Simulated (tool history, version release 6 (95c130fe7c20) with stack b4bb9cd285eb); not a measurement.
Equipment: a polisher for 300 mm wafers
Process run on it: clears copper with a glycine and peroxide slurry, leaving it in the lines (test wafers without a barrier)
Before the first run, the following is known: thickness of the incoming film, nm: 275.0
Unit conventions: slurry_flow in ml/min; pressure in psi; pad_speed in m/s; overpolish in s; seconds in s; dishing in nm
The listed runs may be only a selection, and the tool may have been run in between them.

run	hour	slurry_flow	pressure	pad_speed	overpolish	seconds	dishing
1	0.0	220	2.2	0.80	28	78.223	56.075
2	4.1	220	2.7	0.80	28	67.115	58.605
3	11.7	170	2.7	0.80	28	74.908	56.905
4	14.7	170	3.3	0.80	28	63.058	62.840
5	22.4	190	3.3	0.80	28	63.218	61.443
6	28.7	205	3.1	0.76	26	66.030	58.498
7	34.3	145	2.5	0.78	12	80.958	29.047

For run 8, what comes out?
8	43.0	145	2.3	0.80	12	?	?

seconds: 79.395 s
dishing: 28.144 nm

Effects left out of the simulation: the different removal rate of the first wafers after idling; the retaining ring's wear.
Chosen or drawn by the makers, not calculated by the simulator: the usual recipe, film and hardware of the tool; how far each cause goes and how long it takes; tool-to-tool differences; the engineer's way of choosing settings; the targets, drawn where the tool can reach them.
